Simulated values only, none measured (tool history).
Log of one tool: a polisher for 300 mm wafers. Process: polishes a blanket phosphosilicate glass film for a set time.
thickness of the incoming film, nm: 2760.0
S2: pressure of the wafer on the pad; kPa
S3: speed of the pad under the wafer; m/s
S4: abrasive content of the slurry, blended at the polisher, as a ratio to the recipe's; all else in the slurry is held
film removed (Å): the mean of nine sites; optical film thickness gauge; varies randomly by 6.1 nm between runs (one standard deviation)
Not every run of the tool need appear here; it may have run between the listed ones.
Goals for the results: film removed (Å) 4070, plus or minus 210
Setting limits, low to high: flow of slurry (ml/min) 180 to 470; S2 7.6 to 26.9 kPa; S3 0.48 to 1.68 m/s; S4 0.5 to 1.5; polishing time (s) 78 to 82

{"run": 1, "hour": 0.0, "flow of slurry (ml/min)": 300, "S2": 17.2, "S3": 1.08, "S4": 1, "polishing time (s)": 78, "film removed (Å)": 6082.9}
{"run": 2, "hour": 8.4, "flow of slurry (ml/min)": 300, "S2": 17.2, "S3": 1.08, "S4": 1.15, "polishing time (s)": 78, "film removed (Å)": 6309.4}
{"run": 3, "hour": 12.8, "flow of slurry (ml/min)": 300, "S2": 21.4, "S3": 1.08, "S4": 1.15, "polishing time (s)": 78, "film removed (Å)": 7559.4}
{"run": 4, "hour": 17.4, "flow of slurry (ml/min)": 330, "S2": 21.4, "S3": 1.08, "S4": 1.15, "polishing time (s)": 78, "film removed (Å)": 7828.8}
{"run": 5, "hour": 22.8, "flow of slurry (ml/min)": 390, "S2": 21.4, "S3": 1.08, "S4": 1.15, "polishing time (s)": 78, "film removed (Å)": 7937.2}
{"run": 6, "hour": 28.6, "flow of slurry (ml/min)": 390, "S2": 21.4, "S3": 0.9, "S4": 1.15, "polishing time (s)": 78, "film removed (Å)": 7324.1}
{"run": 7, "hour": 35.0, "flow of slurry (ml/min)": 390, "S2": 16.5, "S3": 0.8, "S4": 1.15, "polishing time (s)": 78, "film removed (Å)": 5467.9}
{"run": 8, "hour": 40.7, "flow of slurry (ml/min)": 390, "S2": 14.5, "S3": 0.78, "S4": 1.15, "polishing time (s)": 78, "film removed (Å)": 4634.3}

Exercise: of the 5 proposed moves below, exactly one satisfies all targets within the stated allowed misses. Which move is it?
{"run": "A", "hour": 46.4, "flow of slurry (ml/min)": 375, "S2": 11.7, "S3": 0.62, "S4": 1.2, "polishing time (s)": 78, "film removed (Å)": "?"}
{"run": "B", "hour": 46.4, "flow of slurry (ml/min)": 465, "S2": 11.7, "S3": 0.78, "S4": 1.3, "polishing time (s)": 78, "film removed (Å)": "?"}
{"run": "C", "hour": 46.4, "flow of slurry (ml/min)": 445, "S2": 11.7, "S3": 0.66, "S4": 1.15, "polishing time (s)": 78, "film removed (Å)": "?"}
{"run": "D", "hour": 46.4, "flow of slurry (ml/min)": 365, "S2": 15.2, "S3": 0.8, "S4": 1.2, "polishing time (s)": 78, "film removed (Å)": "?"}
{"run": "E", "hour": 46.4, "flow of slurry (ml/min)": 465, "S2": 11.7, "S3": 0.48, "S4": 1.45, "polishing time (s)": 78, "film removed (Å)": "?"}

move=A film_removed_(Å)=3627.8
move=B film_removed_(Å)=4156.9
move=C film_removed_(Å)=3694.1
move=D film_removed_(Å)=5096.7
move=E film_removed_(Å)=3621.2
A: pushes the last run's worst result past its target
B: each result inside its tolerance
C: pushes the last run's worst result past its target
D: misses by more than the last run did
E: pushes the last run's worst result past its target
Correct choice: B, which meets every target
